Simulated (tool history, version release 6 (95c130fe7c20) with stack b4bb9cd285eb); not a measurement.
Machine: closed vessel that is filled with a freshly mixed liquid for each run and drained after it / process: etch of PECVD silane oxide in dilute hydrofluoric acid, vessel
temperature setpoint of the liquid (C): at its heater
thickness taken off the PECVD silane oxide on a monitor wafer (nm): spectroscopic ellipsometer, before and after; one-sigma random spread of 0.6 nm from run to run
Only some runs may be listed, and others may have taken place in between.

run,hour,temperature setpoint of the liquid (C),parts of water to one part of 49 % hydrofluoric acid (parts by volume),time in the liquid (s),thickness taken off the PECVD silane oxide on a monitor wafer (nm)
1,0,22,60,110,56.666
2,2.9,22,60,110,56.531
3,5.1,22,60,110,56.442
4,9,22,60,120,61.7
5,14.3,22,60,110,56.646
6,17.8,20.5,60,110,53.384
7,20.3,23.5,50,110,73.093

For run 8, what comes out?
8,24.7,25.5,45,110,?

Run 8 came out at thickness taken off the PECVD silane oxide on a monitor wafer (nm) 88.388.
